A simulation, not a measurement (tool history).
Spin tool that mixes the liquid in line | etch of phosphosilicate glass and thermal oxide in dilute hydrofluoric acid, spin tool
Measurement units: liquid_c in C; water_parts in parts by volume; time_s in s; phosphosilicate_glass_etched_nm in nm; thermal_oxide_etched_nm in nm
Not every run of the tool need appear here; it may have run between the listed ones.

run,day,liquid_c,water_parts,time_s,phosphosilicate_glass_etched_nm,thermal_oxide_etched_nm
1,0,25,115,75,46.585,3.1134
2,0.283,23.5,120,75,42.807,2.783
3,0.458,20,120,75,36.694,2.3653
4,0.508,19.5,125,75,34.546,2.2504
5,0.675,19,130,75,32.23,2.1083
6,0.921,18.5,135,75,30.232,2.009
7,0.958,18,140,75,28.522,1.8314

Run 8, settings as shown, results not yet in. Your forecast:
8,1.167,17.5,145,75,?,?

{"run 8": {"phosphosilicate_glass_etched_nm": 26.38, "thermal_oxide_etched_nm": 1.7496}}
